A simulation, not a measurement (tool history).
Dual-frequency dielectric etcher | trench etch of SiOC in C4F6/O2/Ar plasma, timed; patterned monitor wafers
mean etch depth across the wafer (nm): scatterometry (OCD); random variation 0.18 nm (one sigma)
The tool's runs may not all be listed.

run,hour,source power (W),bias power (W),etch time (s),mean etch depth across the wafer (nm)
1,0.0,320,192,20.0,37.311
2,1.9,320,192,20.0,36.951
3,9.0,260,192,20.0,34.416
4,10.3,250,186,20.0,33.086
5,17.6,250,186,20.5,33.509
6,26.3,240,184,20.5,33.106
7,35.1,230,181,20.5,32.663
8,42.3,220,178,20.5,31.806
9,49.7,220,176,20.5,31.851
10,50.5,220,173,20.5,31.233
11,51.9,220,172,20.5,30.998
12,57.2,220,171,20.5,31.155
13,66.1,220,170,20.5,31.035
14,74.3,220,169,20.5,31.199

Forecast run 15:
15,78.7,190,154,20.5,?

mean etch depth across the wafer (nm): 28.330

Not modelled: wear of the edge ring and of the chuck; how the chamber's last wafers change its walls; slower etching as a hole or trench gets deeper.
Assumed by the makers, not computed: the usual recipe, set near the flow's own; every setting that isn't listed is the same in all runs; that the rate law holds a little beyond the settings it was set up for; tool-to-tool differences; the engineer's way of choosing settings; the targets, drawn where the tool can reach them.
